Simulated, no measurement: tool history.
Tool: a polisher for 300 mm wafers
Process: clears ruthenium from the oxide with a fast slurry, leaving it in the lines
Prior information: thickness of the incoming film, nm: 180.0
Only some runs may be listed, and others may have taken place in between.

run    day  flow of slurry (ml/min)  pressure of the wafer on the pad (kPa)  speed of the pad under the wafer (cm/s)  abrasive content of the slurry  overpolish time after the end point (s)  time until the end point was called (s)  dishing of a wide line in a test structure (Å)
  1      0                      160                                    13.8                                      130                               1                                       27                                   50.291                                           692.5
  2  0.179                      180                                    13.8                                      130                               1                                       27                                   49.003                                          678.65
  3  0.221                      180                                    13.8                                      158                               1                                       27                                   41.367                                          829.68
  4   0.35                      165                                    13.8                                      158                               1                                       27                                   42.191                                           807.3
  5  0.454                      165                                    13.8                                      158                               1                                       21                                   42.264                                          661.12
  6  0.671                      145                                    13.8                                      158                               1                                       21                                   42.505                                          655.73
  7  1.038                      145                                    13.8                                      158                               1                                       21                                   42.007                                          635.55
  8  1.279                      145                                    11.7                                      158                               1                                       23                                   47.407                                          616.35
  9  1.379                      145                                    10.3                                      154                               1                                       25                                   54.275                                          622.65
 10  1.646                      145                                     9.7                                      154                               1                                       25                                   58.721                                          592.13
 11  1.846                      145                                       9                                      154                               1                                       25                                   61.241                                          553.04
 12  2.179                      145                                     8.3                                      154                               1                                       26                                   63.698                                          543.96

Expected results for the next run?
 13  2.404                      135                                     6.2                                      152                               1                                       30                                        ?                                               ?

Run 13 gave time until the end point was called (s) 78.887, dishing of a wide line in a test structure (Å) 516.14.

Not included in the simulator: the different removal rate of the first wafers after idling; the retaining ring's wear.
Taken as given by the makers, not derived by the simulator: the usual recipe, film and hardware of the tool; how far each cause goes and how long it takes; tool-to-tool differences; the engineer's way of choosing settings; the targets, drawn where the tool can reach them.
